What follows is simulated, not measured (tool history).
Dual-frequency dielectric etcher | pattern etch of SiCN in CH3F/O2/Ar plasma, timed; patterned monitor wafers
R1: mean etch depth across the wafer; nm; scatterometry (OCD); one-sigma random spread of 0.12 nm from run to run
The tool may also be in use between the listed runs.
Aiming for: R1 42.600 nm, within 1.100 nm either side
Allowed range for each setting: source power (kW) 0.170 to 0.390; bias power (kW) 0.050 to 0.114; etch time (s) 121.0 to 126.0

{"run": 1, "hour": 0.0, "source power (kW)": 0.28, "bias power (kW)": 0.082, "etch time (s)": 121.0, "R1": 37.74}
{"run": 2, "hour": 8.4, "source power (kW)": 0.3, "bias power (kW)": 0.084, "etch time (s)": 121.0, "R1": 38.974}
{"run": 3, "hour": 11.4, "source power (kW)": 0.31, "bias power (kW)": 0.086, "etch time (s)": 121.0, "R1": 39.982}
{"run": 4, "hour": 17.2, "source power (kW)": 0.34, "bias power (kW)": 0.086, "etch time (s)": 121.0, "R1": 41.385}
{"run": 5, "hour": 22.5, "source power (kW)": 0.34, "bias power (kW)": 0.076, "etch time (s)": 121.0, "R1": 40.136}
{"run": 6, "hour": 23.1, "source power (kW)": 0.34, "bias power (kW)": 0.076, "etch time (s)": 121.0, "R1": 40.029}
{"run": 7, "hour": 31.9, "source power (kW)": 0.35, "bias power (kW)": 0.077, "etch time (s)": 121.0, "R1": 40.653}
{"run": 8, "hour": 38.4, "source power (kW)": 0.36, "bias power (kW)": 0.078, "etch time (s)": 121.0, "R1": 41.071}

Below are 4 possible settings for the next run. Only one of them brings all results inside the allowed miss of their targets. Which is it?
{"run": "A", "hour": 44.9, "source power (kW)": 0.37, "bias power (kW)": 0.068, "etch time (s)": 121.0, "R1": "?"}
{"run": "B", "hour": 44.9, "source power (kW)": 0.39, "bias power (kW)": 0.073, "etch time (s)": 122.0, "R1": "?"}
{"run": "C", "hour": 44.9, "source power (kW)": 0.32, "bias power (kW)": 0.076, "etch time (s)": 122.5, "R1": "?"}
{"run": "D", "hour": 44.9, "source power (kW)": 0.36, "bias power (kW)": 0.067, "etch time (s)": 121.0, "R1": "?"}

move=A R1=40.416
move=B R1=42.411
move=C R1=39.595
move=D R1=39.805
A: lands further from the targets than the last run did
B: all results in spec
C: lands further from the targets than the last run did
D: lands further from the targets than the last run did
The move that meets every target is B.

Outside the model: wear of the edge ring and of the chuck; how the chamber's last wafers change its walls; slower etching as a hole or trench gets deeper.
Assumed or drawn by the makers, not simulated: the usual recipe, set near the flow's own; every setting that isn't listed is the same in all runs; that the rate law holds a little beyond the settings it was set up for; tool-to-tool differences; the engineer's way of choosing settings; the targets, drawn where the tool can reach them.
